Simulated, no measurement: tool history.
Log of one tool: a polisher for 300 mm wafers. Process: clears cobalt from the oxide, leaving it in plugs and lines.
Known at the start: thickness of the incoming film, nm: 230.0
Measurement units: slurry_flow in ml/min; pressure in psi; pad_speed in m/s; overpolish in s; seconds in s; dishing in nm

run,hour,slurry_flow,pressure,pad_speed,overpolish,seconds,dishing
1,0,255,1.9,0.86,20,64.665,46.325
2,4.3,255,2,0.86,20,59.588,47.899
3,8.6,255,2,0.86,14,60.445,39.214
4,10.1,255,2,0.76,14,67.255,35.192
5,14.3,255,2,0.58,14,90.992,30.016
6,23.2,255,2,0.76,14,69.143,36.717
7,30.8,255,2.1,0.78,15,65.222,40.265

Predict the results of run 8:
8,32.8,255,2.2,0.8,15,?,?

{"run 8": {"seconds": 59.372, "dishing": 41.224}}
